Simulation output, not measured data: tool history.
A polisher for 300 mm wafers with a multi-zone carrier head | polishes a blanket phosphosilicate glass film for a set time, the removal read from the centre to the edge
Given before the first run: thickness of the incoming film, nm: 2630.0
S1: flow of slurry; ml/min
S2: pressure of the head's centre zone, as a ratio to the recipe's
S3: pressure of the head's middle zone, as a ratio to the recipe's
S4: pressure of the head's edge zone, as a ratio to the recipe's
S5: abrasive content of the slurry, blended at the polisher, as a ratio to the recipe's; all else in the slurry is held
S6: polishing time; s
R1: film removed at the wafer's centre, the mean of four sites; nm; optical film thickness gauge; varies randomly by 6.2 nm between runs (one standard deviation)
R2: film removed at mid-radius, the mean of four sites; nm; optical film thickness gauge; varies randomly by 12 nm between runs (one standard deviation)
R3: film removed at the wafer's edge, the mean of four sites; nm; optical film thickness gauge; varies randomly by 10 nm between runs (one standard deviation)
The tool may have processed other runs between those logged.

{"run": 1, "hour": 0.0, "S1": 310, "S2": 1, "S3": 1, "S4": 1, "S5": 1, "S6": 65, "R1": 612.79, "R2": 609.86, "R3": 634.18}
{"run": 2, "hour": 4.4, "S1": 310, "S2": 0.99, "S3": 1.04, "S4": 1.02, "S5": 1.1, "S6": 65, "R1": 621.51, "R2": 662.41, "R3": 656.07}
{"run": 3, "hour": 5.5, "S1": 310, "S2": 0.99, "S3": 1.11, "S4": 1.02, "S5": 1.1, "S6": 65, "R1": 620.6, "R2": 693.53, "R3": 661.3}
{"run": 4, "hour": 6.3, "S1": 310, "S2": 0.99, "S3": 1.12, "S4": 1.05, "S5": 1.2, "S6": 66, "R1": 659.72, "R2": 723.95, "R3": 703.02}
{"run": 5, "hour": 8.8, "S1": 310, "S2": 0.99, "S3": 1.12, "S4": 1.05, "S5": 1.2, "S6": 52, "R1": 509.8, "R2": 586.56, "R3": 564.25}
{"run": 6, "hour": 15.5, "S1": 310, "S2": 0.99, "S3": 1.12, "S4": 1.05, "S5": 1.2, "S6": 44, "R1": 436.32, "R2": 486.46, "R3": 473.5}
{"run": 7, "hour": 20.0, "S1": 325, "S2": 1.03, "S3": 1.19, "S4": 1.12, "S5": 1.45, "S6": 62, "R1": 682.16, "R2": 764.75, "R3": 733.72}

Predict the results of run 8:
{"run": 8, "hour": 24.3, "S1": 330, "S2": 1.02, "S3": 1.19, "S4": 1.11, "S5": 1.45, "S6": 64, "R1": "?", "R2": "?", "R3": "?"}

R1: 694.43 nm
R2: 790.45 nm
R3: 741.99 nm
